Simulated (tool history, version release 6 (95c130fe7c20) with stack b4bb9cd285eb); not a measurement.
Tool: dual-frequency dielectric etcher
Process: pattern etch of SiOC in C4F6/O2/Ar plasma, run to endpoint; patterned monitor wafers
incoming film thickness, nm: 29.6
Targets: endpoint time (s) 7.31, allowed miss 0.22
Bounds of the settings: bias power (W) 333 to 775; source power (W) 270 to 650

run  hour  bias power (W)  source power (W)  endpoint time (s)
  1     0             554               460             8.4243
  2   3.3             593               460             8.2304
  3   7.8             593               380              8.663
  4  14.6             632               400              8.443
  5    16             662               430             8.1644
  6  18.4             570               430             8.4687
  7  25.1             604               460             8.1866
  8  30.3             631               480              7.932
  9  34.9             652               490             7.8034
 10  35.7             669               500             7.6911
 11    43             669               500             7.6392

Which of these 4 next moves meets every target?
  A  50.3             703               440                  ?
  B  50.3             662               560                  ?
  C  50.3             753               430                  ?
  D  50.3             576               510                  ?

move  endpoint time (s)
   A             7.8707
   B             7.3897
   C             7.7477
   D             7.9907
A: further off than the last run
B: meets every target
C: further off than the last run
D: further off than the last run
Move B is the one to make.
